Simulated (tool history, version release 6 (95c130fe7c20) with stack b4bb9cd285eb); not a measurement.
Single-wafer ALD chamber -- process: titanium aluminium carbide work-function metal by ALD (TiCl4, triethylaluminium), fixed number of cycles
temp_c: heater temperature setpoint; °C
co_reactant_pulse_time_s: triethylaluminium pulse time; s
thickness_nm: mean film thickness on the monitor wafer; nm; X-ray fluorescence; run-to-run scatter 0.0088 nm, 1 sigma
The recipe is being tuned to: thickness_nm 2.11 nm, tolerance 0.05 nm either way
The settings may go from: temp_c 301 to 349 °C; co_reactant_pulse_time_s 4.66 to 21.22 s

run 1 hour=0 | temp_c=325 co_reactant_pulse_time_s=12.94 | thickness_nm=2.4512
run 2 hour=5.2 | temp_c=319 co_reactant_pulse_time_s=10.76 | thickness_nm=2.3441
run 3 hour=6.7 | temp_c=314 co_reactant_pulse_time_s=10.76 | thickness_nm=2.3306
run 4 hour=8.1 | temp_c=311 co_reactant_pulse_time_s=9.15 | thickness_nm=2.2435
run 5 hour=11 | temp_c=318 co_reactant_pulse_time_s=9.15 | thickness_nm=2.3157
run 6 hour=19.7 | temp_c=313 co_reactant_pulse_time_s=9.15 | thickness_nm=2.2601
run 7 hour=23.3 | temp_c=310 co_reactant_pulse_time_s=8.42 | thickness_nm=2.1979
run 8 hour=27.9 | temp_c=308 co_reactant_pulse_time_s=8.15 | thickness_nm=2.1704

Of the 4 settings listed for the next run, only one would bring every result within its allowed miss of target. Which one?
run A hour=32.5 | temp_c=301 co_reactant_pulse_time_s=6.58 | thickness_nm=?
run B hour=32.5 | temp_c=301 co_reactant_pulse_time_s=7.95 | thickness_nm=?
run C hour=32.5 | temp_c=312 co_reactant_pulse_time_s=9.28 | thickness_nm=?
run D hour=32.5 | temp_c=301 co_reactant_pulse_time_s=6.87 | thickness_nm=?

move=A thickness_nm=2.0038
move=B thickness_nm=2.0996
move=C thickness_nm=2.2574
move=D thickness_nm=2.0282
A: moves the result that the last run missed by most past its target, out the other side
B: hits every target within its allowed miss
C: further off than the last run
D: moves the result that the last run missed by most past its target, out the other side
The move that meets every target is B.
